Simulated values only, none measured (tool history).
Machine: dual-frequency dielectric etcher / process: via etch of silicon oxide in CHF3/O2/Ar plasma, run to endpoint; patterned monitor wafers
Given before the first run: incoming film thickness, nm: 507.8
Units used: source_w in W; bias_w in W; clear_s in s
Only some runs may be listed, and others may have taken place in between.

Run 1, hour 0: source_w 530 W, bias_w 234 W. Result: clear_s 272.68 s.
Run 2, hour 4.2: source_w 530 W, bias_w 198 W. Result: clear_s 284.47 s.
Run 3, hour 5.6: source_w 460 W, bias_w 198 W. Result: clear_s 304.59 s.
Run 4, hour 14.5: source_w 530 W, bias_w 198 W. Result: clear_s 286.31 s.
Run 5, hour 16.7: source_w 440 W, bias_w 198 W. Result: clear_s 309.62 s.
Run 6, hour 22.4: source_w 510 W, bias_w 208 W. Result: clear_s 283.63 s.
Run 7, hour 25.4: source_w 510 W, bias_w 208 W. Result: clear_s 286.61 s.
Run 8, hour 30.1: source_w 560 W, bias_w 214 W. Result: clear_s 270.42 s.
Run 9, hour 33.8: source_w 590 W, bias_w 218 W. Result: clear_s 268.53 s.

Predict the results of run 10:
Run 10, hour 35.3: source_w 620 W, bias_w 228 W. Result: clear_s ?.

{"run 10": {"clear_s": 255.21}}
